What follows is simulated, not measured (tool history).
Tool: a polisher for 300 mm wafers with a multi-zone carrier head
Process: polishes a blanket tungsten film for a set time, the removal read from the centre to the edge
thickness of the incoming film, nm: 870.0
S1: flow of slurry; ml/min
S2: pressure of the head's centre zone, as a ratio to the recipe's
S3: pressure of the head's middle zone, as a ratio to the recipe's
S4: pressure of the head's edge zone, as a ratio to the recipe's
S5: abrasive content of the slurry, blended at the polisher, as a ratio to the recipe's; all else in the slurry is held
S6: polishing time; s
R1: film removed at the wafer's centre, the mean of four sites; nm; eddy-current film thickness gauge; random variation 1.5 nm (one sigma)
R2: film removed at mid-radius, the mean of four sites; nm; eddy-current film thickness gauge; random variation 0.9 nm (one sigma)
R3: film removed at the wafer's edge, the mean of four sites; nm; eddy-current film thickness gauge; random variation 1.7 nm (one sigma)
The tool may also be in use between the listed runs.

| run | hour | S1 | S2 | S3 | S4 | S5 | S6 | R1 | R2 | R3 |
|---|---|---|---|---|---|---|---|---|---|---|
| 1 | 0.0 | 300 | 1.00 | 1.00 | 1.00 | 1.00 | 68 | 251.95 | 240.84 | 238.08 |
| 2 | 5.2 | 330 | 1.00 | 1.00 | 1.00 | 1.00 | 68 | 253.23 | 242.50 | 242.94 |
| 3 | 11.5 | 330 | 1.00 | 1.00 | 1.00 | 1.10 | 68 | 255.78 | 250.23 | 246.73 |
| 4 | 14.8 | 330 | 1.00 | 1.00 | 1.00 | 1.00 | 68 | 246.74 | 242.84 | 241.62 |
| 5 | 21.2 | 330 | 1.00 | 1.00 | 1.00 | 1.05 | 68 | 253.51 | 246.08 | 247.24 |
| 6 | 23.8 | 315 | 0.98 | 0.97 | 0.98 | 0.95 | 64 | 228.47 | 221.03 | 222.86 |
| 7 | 29.5 | 305 | 0.97 | 0.95 | 0.96 | 0.85 | 60 | 203.32 | 192.11 | 193.99 |
| 8 | 31.0 | 230 | 0.87 | 0.85 | 0.86 | 0.60 | 59 | 150.19 | 143.93 | 157.95 |
|  | 36.5 | slurry nozzle cleaned |
| 9 | 36.5 | 230 | 0.88 | 0.85 | 0.85 | 0.60 | 59 | 154.74 | 149.85 | 158.09 |
| 10 | 43.7 | 230 | 0.93 | 0.81 | 0.84 | 0.50 | 53 | 133.50 | 119.03 | 129.56 |
| 11 | 51.3 | 250 | 0.93 | 0.82 | 0.85 | 0.50 | 53 | 135.33 | 119.64 | 128.21 |

Run 12 comes next. What will it give?
| 12 | 51.8 | 200 | 0.96 | 0.90 | 0.95 | 0.75 | 54 | ? | ? | ? |

R1: 166.27 nm
R2: 158.02 nm
R3: 166.82 nm

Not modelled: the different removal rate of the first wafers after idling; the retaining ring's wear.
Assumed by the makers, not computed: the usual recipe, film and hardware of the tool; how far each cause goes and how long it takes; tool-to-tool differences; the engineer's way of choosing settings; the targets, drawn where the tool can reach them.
